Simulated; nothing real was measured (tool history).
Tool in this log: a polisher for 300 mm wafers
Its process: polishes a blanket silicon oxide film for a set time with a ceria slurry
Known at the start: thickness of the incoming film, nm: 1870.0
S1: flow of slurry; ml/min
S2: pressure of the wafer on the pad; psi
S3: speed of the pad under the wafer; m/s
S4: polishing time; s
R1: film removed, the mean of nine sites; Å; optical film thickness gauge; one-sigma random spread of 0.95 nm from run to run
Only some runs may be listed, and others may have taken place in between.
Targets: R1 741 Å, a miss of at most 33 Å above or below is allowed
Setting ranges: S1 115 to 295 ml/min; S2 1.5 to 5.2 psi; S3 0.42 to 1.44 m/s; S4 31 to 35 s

Run 1, hour 0: S1 190 ml/min, S2 3.3 psi, S3 0.92 m/s, S4 35 s. Result: R1 1556 Å.
Run 2, hour 6: S1 190 ml/min, S2 3.3 psi, S3 0.82 m/s, S4 35 s. Result: R1 1351.8 Å.
Run 3, hour 14.9: S1 190 ml/min, S2 3 psi, S3 0.82 m/s, S4 35 s. Result: R1 1267.9 Å.
Run 4, hour 18.2: S1 190 ml/min, S2 2.8 psi, S3 0.8 m/s, S4 35 s. Result: R1 1145.1 Å.
Run 5, hour 26.6: S1 190 ml/min, S2 2.6 psi, S3 0.8 m/s, S4 35 s. Result: R1 1056 Å.
Run 6, hour 30.1: S1 190 ml/min, S2 2.4 psi, S3 0.8 m/s, S4 35 s. Result: R1 983.58 Å.
Run 7, hour 37.7: S1 190 ml/min, S2 2.3 psi, S3 0.8 m/s, S4 35 s. Result: R1 945.11 Å.
Run 8, hour 40.4: S1 190 ml/min, S2 2.2 psi, S3 0.8 m/s, S4 35 s. Result: R1 915.58 Å.
Run 9, hour 44.3: S1 190 ml/min, S2 2.1 psi, S3 0.8 m/s, S4 35 s. Result: R1 849.87 Å.
Run 10, hour 46.6: S1 190 ml/min, S2 2.1 psi, S3 0.8 m/s, S4 35 s. Result: R1 863.83 Å.
Run 11, hour 50.3: S1 190 ml/min, S2 2 psi, S3 0.8 m/s, S4 35 s. Result: R1 831.31 Å.
Run 12, hour 53.9: S1 190 ml/min, S2 2 psi, S3 0.8 m/s, S4 35 s. Result: R1 828.75 Å.

Exercise: of the 5 proposed moves below, exactly one satisfies all targets within the stated allowed misses. Which move is it?
Run A, hour 57.5: S1 170 ml/min, S2 2.4 psi, S3 0.78 m/s, S4 31 s. Result: R1 ?.
Run B, hour 57.5: S1 220 ml/min, S2 1.5 psi, S3 1.04 m/s, S4 32 s. Result: R1 ?.
Run C, hour 57.5: S1 140 ml/min, S2 3 psi, S3 0.7 m/s, S4 31 s. Result: R1 ?.
Run D, hour 57.5: S1 220 ml/min, S2 2.1 psi, S3 0.82 m/s, S4 31 s. Result: R1 ?.
Run E, hour 57.5: S1 200 ml/min, S2 1.9 psi, S3 0.86 m/s, S4 35 s. Result: R1 ?.

move      R1
   A  833.78
   B  744.06
   C  903.73
   D  798.09
   E  844.03
A: lands further from the targets than the last run did
B: every result lands within tolerance
C: lands further from the targets than the last run did
D: moves toward the targets from the last run without getting all of them in spec
E: lands further from the targets than the last run did
Answer: B

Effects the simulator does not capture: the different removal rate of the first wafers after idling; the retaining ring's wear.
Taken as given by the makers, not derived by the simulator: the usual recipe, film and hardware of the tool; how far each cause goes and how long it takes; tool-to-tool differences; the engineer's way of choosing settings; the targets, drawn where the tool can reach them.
